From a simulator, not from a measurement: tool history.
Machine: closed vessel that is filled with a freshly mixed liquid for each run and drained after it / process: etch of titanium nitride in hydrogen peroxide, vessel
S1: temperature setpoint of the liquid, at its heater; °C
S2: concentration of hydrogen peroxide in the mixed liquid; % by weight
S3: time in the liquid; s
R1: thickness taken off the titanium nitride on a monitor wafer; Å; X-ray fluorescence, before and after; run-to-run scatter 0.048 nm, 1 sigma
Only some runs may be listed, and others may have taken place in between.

run  hour    S1  S2   S3      R1
  1   0.0  45.0  17  415  204.56
  2   0.9  43.5  17  415  182.36
  3   7.7  47.0  17  415  237.87
  4  15.1  53.0  17  415  365.07
  5  15.6  46.0  17  415  219.40
  6  21.4  44.0  17  415  189.98
  7  30.1  42.5  17  415  168.89

Estimate the outcome of run 8 from the log above:
  8  36.2  42.5  17  415   ?

R1: 168.83 Å
